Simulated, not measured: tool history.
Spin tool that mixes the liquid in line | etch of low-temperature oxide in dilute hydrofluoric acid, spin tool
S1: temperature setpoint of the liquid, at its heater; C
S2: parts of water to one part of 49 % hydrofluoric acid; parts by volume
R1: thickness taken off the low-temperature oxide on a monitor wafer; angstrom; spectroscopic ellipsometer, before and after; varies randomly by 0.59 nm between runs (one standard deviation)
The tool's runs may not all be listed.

Run 1, hour 0: S1 23 C, S2 80 parts by volume, time under the liquid (s) 305. Result: R1 540.95 angstrom.
Run 2, hour 0.8: S1 24 C, S2 80 parts by volume, time under the liquid (s) 305. Result: R1 559.06 angstrom.
Run 3, hour 6: S1 24.5 C, S2 80 parts by volume, time under the liquid (s) 305. Result: R1 565.8 angstrom.
Run 4, hour 9.7: S1 24.5 C, S2 80 parts by volume, time under the liquid (s) 325. Result: R1 602.93 angstrom.
Run 5, hour 11.9: S1 25 C, S2 80 parts by volume, time under the liquid (s) 325. Result: R1 619.4 angstrom.
Run 6, hour 14.5: S1 25 C, S2 90 parts by volume, time under the liquid (s) 325. Result: R1 535.68 angstrom.
Run 7, hour 21.7: S1 25.5 C, S2 90 parts by volume, time under the liquid (s) 325. Result: R1 552.91 angstrom.
Run 8, hour 25: S1 26 C, S2 90 parts by volume, time under the liquid (s) 325. Result: R1 565.65 angstrom.
Run 9, hour 30.2: S1 26.5 C, S2 90 parts by volume, time under the liquid (s) 325. Result: R1 576.37 angstrom.
Run 10, hour 31.9: S1 27 C, S2 90 parts by volume, time under the liquid (s) 325. Result: R1 591.12 angstrom.
Run 11, hour 39.6: S1 27.5 C, S2 90 parts by volume, time under the liquid (s) 325. Result: R1 600.77 angstrom.
Run 12, hour 47.7: S1 28 C, S2 90 parts by volume, time under the liquid (s) 325. Result: R1 620.89 angstrom.

Forecast run 13:
Run 13, hour 55.8: S1 28.5 C, S2 90 parts by volume, time under the liquid (s) 325. Result: R1 ?.

R1: 625.73 angstrom
